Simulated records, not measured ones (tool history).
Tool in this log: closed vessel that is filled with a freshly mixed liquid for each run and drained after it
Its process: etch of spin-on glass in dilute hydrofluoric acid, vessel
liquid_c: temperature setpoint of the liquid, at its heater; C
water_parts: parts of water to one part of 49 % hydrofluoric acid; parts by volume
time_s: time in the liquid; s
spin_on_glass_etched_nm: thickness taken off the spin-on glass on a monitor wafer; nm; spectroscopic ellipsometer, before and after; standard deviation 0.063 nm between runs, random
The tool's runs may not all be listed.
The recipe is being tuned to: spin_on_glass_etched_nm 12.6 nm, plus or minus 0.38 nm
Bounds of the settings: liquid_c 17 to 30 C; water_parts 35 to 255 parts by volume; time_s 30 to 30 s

run	hour	liquid_c	water_parts	time_s	spin_on_glass_etched_nm
1	0	22	145	30	7.5073
2	2.8	19	145	30	6.64
3	4	21	145	30	7.2024
4	8.7	18	145	30	6.3422
5	11.3	20	140	30	7.1797
6	19.2	22	135	30	8.1081
7	26.1	26	115	30	11.462
8	27.7	26.5	115	30	11.592
9	30.5	27	115	30	11.72
10	37.2	27.5	115	30	12.022

4 candidate next runs follow, results not yet known. Just one meets every target within its allowed miss. Identify it.
A	43.9	27.5	105	30	?
B	43.9	30	120	30	?
C	43.9	27	115	30	?
D	43.9	24.5	110	30	?

move	spin_on_glass_etched_nm
A	13.439
B	12.658
C	11.882
D	11.35
A: the result that was furthest off in the last run now lies on the other side of its target
B: every result within its allowed miss
C: further off than the last run
D: further off than the last run
B meets every target.
